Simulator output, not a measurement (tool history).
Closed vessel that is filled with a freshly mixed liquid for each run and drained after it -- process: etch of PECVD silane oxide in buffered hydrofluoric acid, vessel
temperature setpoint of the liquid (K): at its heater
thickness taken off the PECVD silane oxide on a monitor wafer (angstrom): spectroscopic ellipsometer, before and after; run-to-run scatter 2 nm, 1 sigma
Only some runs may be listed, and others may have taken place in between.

run,day,temperature setpoint of the liquid (K),parts of 40 % ammonium fluoride to one part of 49 % hydrofluoric acid (parts by volume),time in the liquid (s),thickness taken off the PECVD silane oxide on a monitor wafer (angstrom)
1,0,297.15,17,85,1419
2,0.183,297.15,17,90,1482.6
3,0.483,299.65,17,90,1714.6
4,0.671,301.15,16,90,1968.5
5,0.925,302.15,15.5,90,2175.1
6,1.075,302.15,18,90,1849.7

Forecast run 7:
7,1.338,305.15,13.5,90,?

Run 7 produced thickness taken off the PECVD silane oxide on a monitor wafer (angstrom) 2922.
